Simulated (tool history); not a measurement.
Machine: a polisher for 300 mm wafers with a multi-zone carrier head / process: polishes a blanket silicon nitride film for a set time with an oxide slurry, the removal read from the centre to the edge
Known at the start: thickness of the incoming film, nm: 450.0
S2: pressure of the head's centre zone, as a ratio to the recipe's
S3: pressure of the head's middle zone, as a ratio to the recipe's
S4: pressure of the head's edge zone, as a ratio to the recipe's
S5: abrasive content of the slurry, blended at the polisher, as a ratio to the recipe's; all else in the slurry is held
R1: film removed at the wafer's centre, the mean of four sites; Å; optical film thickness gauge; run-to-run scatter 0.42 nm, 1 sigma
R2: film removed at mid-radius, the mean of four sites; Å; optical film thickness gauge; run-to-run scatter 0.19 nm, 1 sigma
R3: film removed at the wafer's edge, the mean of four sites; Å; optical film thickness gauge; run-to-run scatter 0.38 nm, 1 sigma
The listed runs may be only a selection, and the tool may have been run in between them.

Run 1, hour 0.0: flow of slurry (ml/min) 135, S2 1.00, S3 1.00, S4 1.00, S5 1.00, polishing time (s) 84. Result: R1 408.08 Å, R2 398.70 Å, R3 415.30 Å.
Run 2, hour 8.6: flow of slurry (ml/min) 130, S2 1.01, S3 0.99, S4 0.98, S5 0.95, polishing time (s) 84. Result: R1 396.07 Å, R2 382.48 Å, R3 394.03 Å.
Run 3, hour 12.5: flow of slurry (ml/min) 125, S2 1.01, S3 0.97, S4 0.96, S5 0.95, polishing time (s) 84. Result: R1 401.29 Å, R2 374.53 Å, R3 385.23 Å.
Run 4, hour 15.9: flow of slurry (ml/min) 125, S2 1.01, S3 0.97, S4 0.96, S5 1.05, polishing time (s) 84. Result: R1 402.71 Å, R2 391.53 Å, R3 410.79 Å.
Run 5, hour 22.6: flow of slurry (ml/min) 125, S2 0.93, S3 0.97, S4 0.96, S5 1.05, polishing time (s) 84. Result: R1 388.47 Å, R2 395.37 Å, R3 399.63 Å.
Run 6, hour 30.0: flow of slurry (ml/min) 120, S2 0.93, S3 0.95, S4 0.94, S5 1.00, polishing time (s) 84. Result: R1 364.73 Å, R2 376.27 Å, R3 396.58 Å.

Run 7 has not been measured yet. What should we expect?
Run 7, hour 30.8: flow of slurry (ml/min) 120, S2 0.95, S3 0.95, S4 0.92, S5 0.95, polishing time (s) 84. Result: R1 ?, R2 ?, R3 ?.

{"run 7": {"R1": 370.34, "R2": 365.32, "R3": 371.28}}

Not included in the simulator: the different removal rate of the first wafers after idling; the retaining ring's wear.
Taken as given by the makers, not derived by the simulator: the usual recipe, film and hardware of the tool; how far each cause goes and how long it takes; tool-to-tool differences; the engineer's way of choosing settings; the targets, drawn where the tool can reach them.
